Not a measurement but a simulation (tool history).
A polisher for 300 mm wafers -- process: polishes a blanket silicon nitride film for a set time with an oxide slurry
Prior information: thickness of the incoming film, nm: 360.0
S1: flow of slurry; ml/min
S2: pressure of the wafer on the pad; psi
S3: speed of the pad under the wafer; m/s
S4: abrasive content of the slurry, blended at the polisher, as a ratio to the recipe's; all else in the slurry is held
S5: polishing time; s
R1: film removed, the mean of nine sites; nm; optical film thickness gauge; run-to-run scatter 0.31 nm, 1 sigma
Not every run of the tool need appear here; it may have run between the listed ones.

Run 1, day 0.000: S1 240 ml/min, S2 2.8 psi, S3 1.08 m/s, S4 1.00, S5 46 s. Result: R1 26.666 nm.
Run 2, day 0.096: S1 240 ml/min, S2 2.8 psi, S3 1.08 m/s, S4 0.85, S5 46 s. Result: R1 25.195 nm.
Run 3, day 0.246: S1 245 ml/min, S2 3.3 psi, S3 1.08 m/s, S4 0.85, S5 46 s. Result: R1 29.499 nm.
Run 4, day 0.283: S1 275 ml/min, S2 3.3 psi, S3 1.08 m/s, S4 0.85, S5 46 s. Result: R1 29.452 nm.
Run 5, day 0.425: S1 275 ml/min, S2 3.3 psi, S3 1.32 m/s, S4 0.85, S5 46 s. Result: R1 35.235 nm.
Run 6, day 0.542: S1 275 ml/min, S2 3.5 psi, S3 1.32 m/s, S4 0.85, S5 46 s. Result: R1 36.527 nm.
Run 7, day 0.775: S1 275 ml/min, S2 3.7 psi, S3 1.32 m/s, S4 0.85, S5 46 s. Result: R1 38.533 nm.
Run 8, day 1.058: S1 275 ml/min, S2 3.9 psi, S3 1.32 m/s, S4 0.85, S5 46 s. Result: R1 40.536 nm.
Run 9, day 1.275: S1 275 ml/min, S2 4.0 psi, S3 1.32 m/s, S4 0.85, S5 46 s. Result: R1 41.421 nm.
At day 1.562: head pressure recalibrated.
Run 10, day 1.562: S1 280 ml/min, S2 4.1 psi, S3 1.32 m/s, S4 0.85, S5 46 s. Result: R1 39.857 nm.
Run 11, day 1.929: S1 280 ml/min, S2 4.2 psi, S3 1.36 m/s, S4 0.85, S5 46 s. Result: R1 42.027 nm.

Run 12 is up next; what results do you expect?
Run 12, day 1.962: S1 280 ml/min, S2 4.3 psi, S3 1.38 m/s, S4 0.85, S5 46 s. Result: R1 ?.

Logged for run 12: R1 43.479 nm.
